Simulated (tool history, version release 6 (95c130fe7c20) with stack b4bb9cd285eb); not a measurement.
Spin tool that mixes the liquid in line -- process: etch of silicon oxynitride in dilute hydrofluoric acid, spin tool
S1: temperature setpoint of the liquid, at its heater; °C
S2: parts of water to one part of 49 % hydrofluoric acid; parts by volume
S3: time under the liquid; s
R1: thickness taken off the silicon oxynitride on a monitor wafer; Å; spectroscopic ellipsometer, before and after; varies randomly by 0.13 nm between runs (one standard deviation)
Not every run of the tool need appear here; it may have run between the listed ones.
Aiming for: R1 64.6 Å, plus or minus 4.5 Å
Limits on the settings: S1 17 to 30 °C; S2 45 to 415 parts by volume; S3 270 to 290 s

run	hour	S1	S2	S3	R1
1	0	22	230	270	19.739
2	1.4	23	190	270	26.195
3	2.6	23	190	270	25.123
4	8.4	21	190	270	24.053
# hour 14.4: thermometer replaced
5	14.4	22	160	270	33.502
6	18.8	22.5	145	270	37.358
7	24.2	23	135	270	43.772
8	30.9	24	130	270	48.437
9	33.2	25	130	270	48.427
10	40.8	25.5	125	270	52.066
11	47.4	26	125	270	52.534
12	55.1	26.5	125	270	53.377
13	56.8	27	120	270	58.094

Below are 4 possible settings for the next run. Only one of them brings all results inside the allowed miss of their targets. Which is it?
A	58.5	26	85	270	?
B	58.5	27	135	275	?
C	58.5	28.5	115	270	?
D	58.5	28	135	270	?

move	R1
A	79.292
B	50.901
C	63.927
D	52.264
A: takes the biggest miss from the last run beyond its target
B: misses by more than the last run did
C: each result inside its tolerance
D: misses by more than the last run did
Go with C: it meets all targets.
